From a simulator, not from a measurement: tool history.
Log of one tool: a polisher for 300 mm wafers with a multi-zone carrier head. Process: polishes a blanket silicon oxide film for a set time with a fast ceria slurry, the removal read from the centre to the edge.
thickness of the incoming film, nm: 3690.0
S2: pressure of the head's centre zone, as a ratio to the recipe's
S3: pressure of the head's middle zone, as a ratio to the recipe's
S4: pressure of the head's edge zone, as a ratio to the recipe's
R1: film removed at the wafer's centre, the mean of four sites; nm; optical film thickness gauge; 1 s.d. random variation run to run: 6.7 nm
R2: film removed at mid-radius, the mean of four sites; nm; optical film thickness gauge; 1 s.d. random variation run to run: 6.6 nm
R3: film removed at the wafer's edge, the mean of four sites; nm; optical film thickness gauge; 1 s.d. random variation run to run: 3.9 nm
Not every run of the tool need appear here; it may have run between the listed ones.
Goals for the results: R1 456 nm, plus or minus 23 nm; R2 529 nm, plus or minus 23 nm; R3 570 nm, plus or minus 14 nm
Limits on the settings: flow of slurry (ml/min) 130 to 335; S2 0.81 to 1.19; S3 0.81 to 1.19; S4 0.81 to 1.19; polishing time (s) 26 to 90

Run 1, hour 0: flow of slurry (ml/min) 215, S2 1, S3 1, S4 1, polishing time (s) 58. Result: R1 548.37 nm, R2 546.23 nm, R3 577.64 nm.
Run 2, hour 3.1: flow of slurry (ml/min) 210, S2 0.98, S3 1, S4 1, polishing time (s) 58. Result: R1 552.51 nm, R2 554.04 nm, R3 572.52 nm.
Run 3, hour 8.9: flow of slurry (ml/min) 210, S2 1.04, S3 1, S4 1, polishing time (s) 58. Result: R1 579.96 nm, R2 557.39 nm, R3 580.54 nm.
Run 4, hour 12.3: flow of slurry (ml/min) 210, S2 1.04, S3 1, S4 0.97, polishing time (s) 58. Result: R1 569.57 nm, R2 550.4 nm, R3 567.72 nm.
Run 5, hour 16.3: flow of slurry (ml/min) 210, S2 1.04, S3 1, S4 0.93, polishing time (s) 58. Result: R1 595.36 nm, R2 555.92 nm, R3 558.48 nm.
Run 6, hour 22.3: flow of slurry (ml/min) 205, S2 1.01, S3 1, S4 0.95, polishing time (s) 58. Result: R1 562.75 nm, R2 550.71 nm, R3 564.15 nm.
Run 7, hour 29.6: flow of slurry (ml/min) 200, S2 0.98, S3 1, S4 0.96, polishing time (s) 58. Result: R1 552.64 nm, R2 560.95 nm, R3 559.57 nm.
Run 8, hour 32.6: flow of slurry (ml/min) 170, S2 0.88, S3 0.9, S4 1.06, polishing time (s) 55. Result: R1 425.77 nm, R2 453.47 nm, R3 539.45 nm.
Run 9, hour 33.1: flow of slurry (ml/min) 180, S2 0.88, S3 0.92, S4 1.06, polishing time (s) 55. Result: R1 434.26 nm, R2 466.3 nm, R3 551.24 nm.
At hour 40.3: slurry nozzle cleaned.
Run 10, hour 40.3: flow of slurry (ml/min) 185, S2 0.88, S3 0.94, S4 1.06, polishing time (s) 55. Result: R1 500.79 nm, R2 544.85 nm, R3 598.74 nm.
Run 11, hour 45.9: flow of slurry (ml/min) 180, S2 0.87, S3 0.94, S4 1.05, polishing time (s) 55. Result: R1 495 nm, R2 527.71 nm, R3 584.1 nm.

Which of these 5 next moves meets every target?
Run A, hour 51.5: flow of slurry (ml/min) 190, S2 0.85, S3 0.99, S4 1.1, polishing time (s) 52. Result: R1 ?, R2 ?, R3 ?.
Run B, hour 51.5: flow of slurry (ml/min) 135, S2 0.82, S3 0.92, S4 1.07, polishing time (s) 58. Result: R1 ?, R2 ?, R3 ?.
Run C, hour 51.5: flow of slurry (ml/min) 215, S2 0.89, S3 0.96, S4 0.95, polishing time (s) 54. Result: R1 ?, R2 ?, R3 ?.
Run D, hour 51.5: flow of slurry (ml/min) 130, S2 1, S3 0.95, S4 1.02, polishing time (s) 55. Result: R1 ?, R2 ?, R3 ?.
Run E, hour 51.5: flow of slurry (ml/min) 220, S2 0.86, S3 0.87, S4 1.05, polishing time (s) 56. Result: R1 ?, R2 ?, R3 ?.

move      R1      R2      R3
   A  467.75  537.48  570.38
   B  467.95   529.1  599.86
   C   519.1   553.8  559.02
   D  536.94  510.55  552.02
   E  521.51  530.81  610.57
A: all results land within tolerance of their targets
B: puts the biggest miss on target and leaves a different result outside tolerance
C: moves away from the targets compared with the last run
D: moves away from the targets compared with the last run
E: moves away from the targets compared with the last run
The move that meets every target is A.
